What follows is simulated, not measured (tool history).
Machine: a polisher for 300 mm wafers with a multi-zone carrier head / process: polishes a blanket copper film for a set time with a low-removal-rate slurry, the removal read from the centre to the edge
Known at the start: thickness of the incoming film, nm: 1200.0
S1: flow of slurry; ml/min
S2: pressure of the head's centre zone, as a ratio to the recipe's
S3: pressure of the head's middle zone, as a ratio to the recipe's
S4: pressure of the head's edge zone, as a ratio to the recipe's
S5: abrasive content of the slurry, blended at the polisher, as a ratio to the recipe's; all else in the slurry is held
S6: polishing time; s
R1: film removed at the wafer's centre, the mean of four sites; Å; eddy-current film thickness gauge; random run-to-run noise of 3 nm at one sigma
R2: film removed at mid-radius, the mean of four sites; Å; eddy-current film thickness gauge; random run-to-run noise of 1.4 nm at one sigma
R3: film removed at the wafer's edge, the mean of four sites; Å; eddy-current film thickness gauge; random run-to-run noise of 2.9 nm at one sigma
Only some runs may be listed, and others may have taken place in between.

run  hour   S1    S2    S3    S4    S5  S6      R1      R2      R3
  1   0.0  250  1.00  1.00  1.00  1.00  69  2013.6  2074.4  2025.9
  2   4.1  260  1.02  0.99  1.04  1.05  69  2026.1  2060.7  2086.7
  3   8.6  265  1.05  0.99  1.06  1.10  69  2168.7  2103.3  2107.9
  4   9.6  270  1.05  0.98  1.08  1.15  69  2158.0  2099.9  2146.3
  5  10.8  270  1.05  0.98  1.04  1.15  69  2219.6  2089.0  2131.6
  6  15.8  275  1.05  0.97  1.06  1.20  69  2224.3  2124.3  2161.2
  7  24.6  280  1.05  0.96  1.08  1.25  69  2213.3  2092.7  2194.7
  8  28.8  285  1.06  0.96  1.10  1.30  69  2282.8  2129.5  2223.9
  9  32.0  290  1.06  0.95  1.12  1.35  69  2254.5  2146.6  2334.9
 10  36.4  295  1.07  0.95  1.13  1.35  69  2327.4  2124.0  2325.7

What will run 11 give?
 11  40.3  300  1.07  0.95  1.14  1.35  69   ?   ?   ?

{"run 11": {"R1": 2334.1, "R2": 2126.5, "R3": 2291.4}}
